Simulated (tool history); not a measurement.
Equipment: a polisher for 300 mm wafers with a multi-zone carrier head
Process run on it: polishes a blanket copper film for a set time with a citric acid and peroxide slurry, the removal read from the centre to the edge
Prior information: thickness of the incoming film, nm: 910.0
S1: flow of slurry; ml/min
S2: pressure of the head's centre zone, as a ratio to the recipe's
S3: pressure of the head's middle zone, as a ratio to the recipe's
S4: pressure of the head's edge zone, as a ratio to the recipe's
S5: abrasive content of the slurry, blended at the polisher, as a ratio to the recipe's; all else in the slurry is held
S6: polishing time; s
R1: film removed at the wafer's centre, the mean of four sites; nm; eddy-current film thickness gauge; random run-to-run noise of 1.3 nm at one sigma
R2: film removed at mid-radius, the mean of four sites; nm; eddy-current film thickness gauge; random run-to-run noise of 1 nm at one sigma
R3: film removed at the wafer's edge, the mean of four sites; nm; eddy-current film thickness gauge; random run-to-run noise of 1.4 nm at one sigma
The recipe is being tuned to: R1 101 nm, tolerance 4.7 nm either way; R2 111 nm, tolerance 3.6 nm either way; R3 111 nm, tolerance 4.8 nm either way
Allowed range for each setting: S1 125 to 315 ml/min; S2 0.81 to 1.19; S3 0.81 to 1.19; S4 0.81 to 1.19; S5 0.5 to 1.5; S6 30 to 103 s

Run 1, hour 0: S1 205 ml/min, S2 1, S3 1, S4 1, S5 1, S6 66 s. Result: R1 153.15 nm, R2 152.48 nm, R3 153.29 nm.
Run 2, hour 6: S1 205 ml/min, S2 1, S3 0.93, S4 1, S5 1, S6 66 s. Result: R1 148.11 nm, R2 143.12 nm, R3 155.28 nm.
Run 3, hour 8.5: S1 205 ml/min, S2 1, S3 1, S4 1, S5 1, S6 66 s. Result: R1 153.46 nm, R2 152.41 nm, R3 153.78 nm.
Run 4, hour 14.9: S1 205 ml/min, S2 1.08, S3 1, S4 1, S5 1, S6 66 s. Result: R1 163.75 nm, R2 150.51 nm, R3 152.16 nm.
Run 5, hour 17.5: S1 205 ml/min, S2 1.08, S3 1, S4 0.93, S5 1, S6 66 s. Result: R1 159.81 nm, R2 153.02 nm, R3 146.41 nm.
Run 6, hour 20.6: S1 200 ml/min, S2 1.06, S3 0.99, S4 0.92, S5 0.95, S6 65 s. Result: R1 158.44 nm, R2 145.2 nm, R3 142.47 nm.
Run 7, hour 25.1: S1 210 ml/min, S2 1.03, S3 0.99, S4 0.93, S5 0.95, S6 62 s. Result: R1 143.07 nm, R2 139.3 nm, R3 139.29 nm.
Run 8, hour 30.7: S1 210 ml/min, S2 1.01, S3 0.99, S4 0.91, S5 0.9, S6 61 s. Result: R1 138.24 nm, R2 137.34 nm, R3 130.31 nm.
Run 9, hour 32.5: S1 210 ml/min, S2 0.98, S3 0.97, S4 0.91, S5 0.85, S6 60 s. Result: R1 132.84 nm, R2 128.03 nm, R3 125.75 nm.
Run 10, hour 40.8: S1 210 ml/min, S2 0.98, S3 0.97, S4 0.91, S5 0.85, S6 60 s. Result: R1 128.07 nm, R2 128.84 nm, R3 126.51 nm.
Run 11, hour 49.1: S1 210 ml/min, S2 0.96, S3 0.96, S4 0.9, S5 0.8, S6 60 s. Result: R1 123.49 nm, R2 126.3 nm, R3 127.27 nm.
Run 12, hour 56.5: S1 210 ml/min, S2 0.95, S3 0.96, S4 0.89, S5 0.75, S6 60 s. Result: R1 122.59 nm, R2 122.3 nm, R3 121.99 nm.
Run 13, hour 63.9: S1 205 ml/min, S2 0.93, S3 0.96, S4 0.88, S5 0.75, S6 60 s. Result: R1 119.24 nm, R2 125.44 nm, R3 118.62 nm.

Pick the move, out of 4, that brings all results within their allowed miss; only one does.
Run A, hour 71.3: S1 170 ml/min, S2 1.09, S3 0.99, S4 0.81, S5 0.75, S6 60 s. Result: R1 ?, R2 ?, R3 ?.
Run B, hour 71.3: S1 155 ml/min, S2 1.08, S3 1.06, S4 0.81, S5 0.7, S6 65 s. Result: R1 ?, R2 ?, R3 ?.
Run C, hour 71.3: S1 125 ml/min, S2 1.16, S3 1.07, S4 0.84, S5 0.8, S6 69 s. Result: R1 ?, R2 ?, R3 ?.
Run D, hour 71.3: S1 275 ml/min, S2 0.82, S3 0.88, S4 0.82, S5 0.6, S6 59 s. Result: R1 ?, R2 ?, R3 ?.

move      R1      R2      R3
   A  134.62  123.96  113.49
   B   139.5  137.58  119.24
   C  157.82  146.71  129.66
   D  99.945  110.56  110.55
A: misses by more than the last run did
B: misses by more than the last run did
C: misses by more than the last run did
D: meets every target
D meets every target.
